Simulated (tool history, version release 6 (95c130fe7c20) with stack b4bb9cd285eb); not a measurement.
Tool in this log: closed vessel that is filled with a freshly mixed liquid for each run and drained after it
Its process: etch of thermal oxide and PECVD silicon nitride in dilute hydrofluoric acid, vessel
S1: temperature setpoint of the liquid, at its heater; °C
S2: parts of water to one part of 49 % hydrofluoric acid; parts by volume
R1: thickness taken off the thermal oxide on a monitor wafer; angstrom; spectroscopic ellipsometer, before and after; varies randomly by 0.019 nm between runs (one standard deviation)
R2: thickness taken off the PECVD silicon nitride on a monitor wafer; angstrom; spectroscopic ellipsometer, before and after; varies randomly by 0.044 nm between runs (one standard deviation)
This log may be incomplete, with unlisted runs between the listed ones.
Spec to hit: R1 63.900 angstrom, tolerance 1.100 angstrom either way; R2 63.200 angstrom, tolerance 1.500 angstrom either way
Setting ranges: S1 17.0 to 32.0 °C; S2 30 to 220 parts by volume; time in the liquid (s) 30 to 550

run 1 hour=0.0 | S1=24.0 S2=125 time_in_the_liquid_(s)=280 | R1=102.090 R2=89.280
run 2 hour=7.5 | S1=24.0 S2=140 time_in_the_liquid_(s)=280 | R1=89.236 R2=79.486
run 3 hour=16.6 | S1=24.0 S2=145 time_in_the_liquid_(s)=285 | R1=87.548 R2=77.926
run 4 hour=25.3 | S1=24.0 S2=150 time_in_the_liquid_(s)=285 | R1=84.240 R2=75.379
run 5 hour=31.4 | S1=24.0 S2=155 time_in_the_liquid_(s)=285 | R1=80.964 R2=72.913
run 6 hour=38.2 | S1=24.0 S2=155 time_in_the_liquid_(s)=375 | R1=106.350 R2=96.640
run 7 hour=42.2 | S1=24.0 S2=165 time_in_the_liquid_(s)=380 | R1=100.320 R2=92.333
run 8 hour=48.8 | S1=24.0 S2=165 time_in_the_liquid_(s)=380 | R1=100.330 R2=91.447
run 9 hour=53.6 | S1=24.0 S2=170 time_in_the_liquid_(s)=380 | R1=97.139 R2=89.992
run 10 hour=62.9 | S1=24.0 S2=175 time_in_the_liquid_(s)=380 | R1=93.673 R2=86.918
run 11 hour=68.1 | S1=24.0 S2=220 time_in_the_liquid_(s)=390 | R1=72.516 R2=70.796
run 12 hour=73.5 | S1=24.0 S2=220 time_in_the_liquid_(s)=385 | R1=71.732 R2=70.176
run 13 hour=82.6 | S1=24.5 S2=220 time_in_the_liquid_(s)=345 | R1=65.565 R2=64.926

5 next moves are on the table. One of them brings every result within its allowed miss. Which?
run A hour=91.7 | S1=23.0 S2=170 time_in_the_liquid_(s)=270 | R1=? R2=?
run B hour=91.7 | S1=24.0 S2=195 time_in_the_liquid_(s)=295 | R1=? R2=?
run C hour=91.7 | S1=23.5 S2=160 time_in_the_liquid_(s)=245 | R1=? R2=?
run D hour=91.7 | S1=24.0 S2=200 time_in_the_liquid_(s)=305 | R1=? R2=?
run E hour=91.7 | S1=24.5 S2=220 time_in_the_liquid_(s)=335 | R1=? R2=?

move=A R1=65.743 R2=59.354
move=B R1=63.280 R2=60.372
move=C R1=65.321 R2=59.053
move=D R1=63.447 R2=60.873
move=E R1=63.157 R2=62.774
A: its largest miss is bigger than the last run's
B: brings the last run's worst result on target, with another outside its allowed miss
C: its largest miss is bigger than the last run's
D: brings the last run's worst result on target, with another outside its allowed miss
E: all results land within tolerance of their targets
The move that meets every target is E.
